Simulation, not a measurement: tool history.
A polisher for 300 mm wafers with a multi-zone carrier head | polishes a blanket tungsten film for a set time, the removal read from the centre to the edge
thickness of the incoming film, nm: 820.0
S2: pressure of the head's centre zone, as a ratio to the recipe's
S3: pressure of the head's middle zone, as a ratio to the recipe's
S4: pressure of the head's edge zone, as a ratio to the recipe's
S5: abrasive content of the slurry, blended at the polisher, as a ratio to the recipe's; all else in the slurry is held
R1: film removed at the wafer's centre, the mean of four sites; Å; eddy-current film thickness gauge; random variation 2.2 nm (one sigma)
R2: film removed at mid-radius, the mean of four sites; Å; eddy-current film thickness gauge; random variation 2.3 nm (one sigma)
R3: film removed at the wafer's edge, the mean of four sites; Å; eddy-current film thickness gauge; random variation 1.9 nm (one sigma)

run 1 day=0 | flow_of_slurry_(ml/min)=250 S2=1 S3=1 S4=1 S5=1 polishing_time_(s)=40 | R1=2797 R2=2594.3 R3=2522.4
run 2 day=0.342 | flow_of_slurry_(ml/min)=250 S2=1.04 S3=1 S4=1 S5=1 polishing_time_(s)=40 | R1=2845.6 R2=2587.4 R3=2556.9
run 3 day=0.433 | flow_of_slurry_(ml/min)=250 S2=1.04 S3=1 S4=1 S5=1 polishing_time_(s)=43 | R1=3080.3 R2=2705.3 R3=2676.9
run 4 day=0.538 | flow_of_slurry_(ml/min)=250 S2=1.04 S3=1 S4=1.05 S5=1 polishing_time_(s)=43 | R1=3142.8 R2=2781.8 R3=2786.5
-- day=0.567 centre zone pressure recalibrated
run 5 day=0.567 | flow_of_slurry_(ml/min)=250 S2=1.04 S3=1 S4=1.05 S5=0.9 polishing_time_(s)=43 | R1=2828.3 R2=2709.2 R3=2699.4
run 6 day=0.921 | flow_of_slurry_(ml/min)=250 S2=1.05 S3=1 S4=1.03 S5=0.85 polishing_time_(s)=41 | R1=2636.6 R2=2524.3 R3=2513.9

Run 7 comes next. What will it give?
run 7 day=1.121 | flow_of_slurry_(ml/min)=245 S2=1.04 S3=1.02 S4=0.93 S5=0.6 polishing_time_(s)=30 | R1=? R2=? R3=?

{"run 7": {"R1": 1819.1, "R2": 1756.4, "R3": 1618.5}}

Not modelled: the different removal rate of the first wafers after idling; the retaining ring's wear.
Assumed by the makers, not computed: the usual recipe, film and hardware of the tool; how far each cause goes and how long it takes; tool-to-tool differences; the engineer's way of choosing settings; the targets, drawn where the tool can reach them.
